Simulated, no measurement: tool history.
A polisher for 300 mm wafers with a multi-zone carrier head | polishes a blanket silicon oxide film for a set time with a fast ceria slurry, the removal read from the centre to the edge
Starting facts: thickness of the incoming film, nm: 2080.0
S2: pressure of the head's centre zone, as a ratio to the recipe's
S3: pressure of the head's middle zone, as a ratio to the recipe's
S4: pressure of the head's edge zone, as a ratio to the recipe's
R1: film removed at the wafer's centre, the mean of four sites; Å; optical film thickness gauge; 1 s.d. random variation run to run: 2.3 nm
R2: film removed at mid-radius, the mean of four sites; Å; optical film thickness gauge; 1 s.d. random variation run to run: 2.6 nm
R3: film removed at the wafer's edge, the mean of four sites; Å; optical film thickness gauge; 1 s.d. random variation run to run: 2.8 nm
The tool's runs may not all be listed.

{"run": 1, "hour": 0.0, "flow of slurry (ml/min)": 245, "S2": 1, "S3": 1, "S4": 1, "polishing time (s)": 44, "R1": 4636, "R2": 5130.7, "R3": 4923.8}
{"run": 2, "hour": 0.8, "flow of slurry (ml/min)": 275, "S2": 1, "S3": 1, "S4": 1, "polishing time (s)": 44, "R1": 4665.4, "R2": 5255.3, "R3": 4867}
{"run": 3, "hour": 6.1, "flow of slurry (ml/min)": 275, "S2": 1, "S3": 1, "S4": 0.94, "polishing time (s)": 44, "R1": 4677.1, "R2": 5102.9, "R3": 4841}
{"run": 4, "hour": 14.9, "flow of slurry (ml/min)": 275, "S2": 1, "S3": 1, "S4": 0.94, "polishing time (s)": 52, "R1": 5511.2, "R2": 6103.7, "R3": 5758.7}
{"run": 5, "hour": 22.9, "flow of slurry (ml/min)": 270, "S2": 1, "S3": 0.98, "S4": 0.93, "polishing time (s)": 49, "R1": 5151.9, "R2": 5649.3, "R3": 5244.1}
{"run": 6, "hour": 29.9, "flow of slurry (ml/min)": 255, "S2": 1.01, "S3": 0.96, "S4": 0.96, "polishing time (s)": 46, "R1": 4938.7, "R2": 5165.5, "R3": 5013.2}
{"hour": 32.4, "done": "centre zone pressure recalibrated"}
{"run": 7, "hour": 32.4, "flow of slurry (ml/min)": 245, "S2": 1.01, "S3": 0.94, "S4": 0.96, "polishing time (s)": 44, "R1": 5271.3, "R2": 4852.6, "R3": 4813.2}
{"run": 8, "hour": 37.7, "flow of slurry (ml/min)": 235, "S2": 0.99, "S3": 0.94, "S4": 0.98, "polishing time (s)": 41, "R1": 4723.6, "R2": 4515.7, "R3": 4549}
{"run": 9, "hour": 46.3, "flow of slurry (ml/min)": 225, "S2": 0.97, "S3": 0.93, "S4": 0.98, "polishing time (s)": 39, "R1": 4285.9, "R2": 4157.1, "R3": 4226.7}
{"run": 10, "hour": 54.8, "flow of slurry (ml/min)": 220, "S2": 0.95, "S3": 0.92, "S4": 0.97, "polishing time (s)": 38, "R1": 4132.9, "R2": 4014.7, "R3": 4138.4}
{"run": 11, "hour": 62.4, "flow of slurry (ml/min)": 215, "S2": 0.94, "S3": 0.91, "S4": 0.96, "polishing time (s)": 37, "R1": 4006.5, "R2": 3912.2, "R3": 4010.7}
{"run": 12, "hour": 70.6, "flow of slurry (ml/min)": 210, "S2": 0.93, "S3": 0.9, "S4": 0.96, "polishing time (s)": 36, "R1": 3794.4, "R2": 3725.2, "R3": 3890.7}
{"run": 13, "hour": 76.1, "flow of slurry (ml/min)": 205, "S2": 0.92, "S3": 0.89, "S4": 0.95, "polishing time (s)": 35, "R1": 3644.3, "R2": 3510.7, "R3": 3825.2}
{"run": 14, "hour": 80.0, "flow of slurry (ml/min)": 200, "S2": 0.92, "S3": 0.89, "S4": 0.94, "polishing time (s)": 34, "R1": 3470.3, "R2": 3477.7, "R3": 3562.6}
{"run": 15, "hour": 82.8, "flow of slurry (ml/min)": 245, "S2": 0.97, "S3": 0.81, "S4": 0.98, "polishing time (s)": 23, "R1": 2571.1, "R2": 2209.6, "R3": 2521.5}
{"run": 16, "hour": 89.0, "flow of slurry (ml/min)": 240, "S2": 0.98, "S3": 0.82, "S4": 1, "polishing time (s)": 23, "R1": 2655.6, "R2": 2242.1, "R3": 2542.6}

What does the tool deliver on the next run?
{"run": 17, "hour": 95.5, "flow of slurry (ml/min)": 235, "S2": 0.98, "S3": 0.83, "S4": 1.02, "polishing time (s)": 23, "R1": "?", "R2": "?", "R3": "?"}

{"run 17": {"R1": 2623.7, "R2": 2289.7, "R3": 2593.4}}
